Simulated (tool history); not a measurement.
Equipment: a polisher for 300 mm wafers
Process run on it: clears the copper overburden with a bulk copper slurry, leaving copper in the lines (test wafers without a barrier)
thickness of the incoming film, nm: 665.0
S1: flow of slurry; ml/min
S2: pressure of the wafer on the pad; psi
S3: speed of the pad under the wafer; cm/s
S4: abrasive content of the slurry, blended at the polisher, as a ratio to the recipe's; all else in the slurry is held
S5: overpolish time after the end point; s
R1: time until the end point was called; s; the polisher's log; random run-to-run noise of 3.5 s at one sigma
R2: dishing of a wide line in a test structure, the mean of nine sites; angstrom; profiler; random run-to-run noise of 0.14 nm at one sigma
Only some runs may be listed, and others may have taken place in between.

run 1 day=0.000 | S1=300 S2=1.9 S3=112 S4=1.00 S5=8 | R1=89.208 R2=357.89
run 2 day=0.042 | S1=300 S2=1.8 S3=106 S4=1.00 S5=7 | R1=101.060 R2=284.21
run 3 day=0.175 | S1=300 S2=1.8 S3=106 S4=1.00 S5=9 | R1=101.180 R2=357.45
run 4 day=0.458 | S1=300 S2=1.8 S3=134 S4=1.00 S5=9 | R1=79.355 R2=427.43
run 5 day=0.567 | S1=300 S2=1.8 S3=134 S4=1.15 S5=9 | R1=76.544 R2=440.22
run 6 day=0.600 | S1=300 S2=1.8 S3=118 S4=1.15 S5=9 | R1=88.140 R2=402.35
run 7 day=0.712 | S1=250 S2=1.4 S3=86 S4=0.95 S5=5 | R1=161.000 R2=141.14
run 8 day=1.025 | S1=245 S2=1.4 S3=86 S4=0.95 S5=5 | R1=164.830 R2=139.05
run 9 day=1.338 | S1=240 S2=1.4 S3=86 S4=0.95 S5=5 | R1=163.020 R2=137.75
run 10 day=1.425 | S1=235 S2=1.4 S3=86 S4=0.95 S5=5 | R1=161.620 R2=139.50

What does the tool deliver on the next run?
run 11 day=1.596 | S1=230 S2=1.4 S3=86 S4=0.95 S5=5 | R1=? R2=?

R1: 162.370 s
R2: 135.77 angstrom
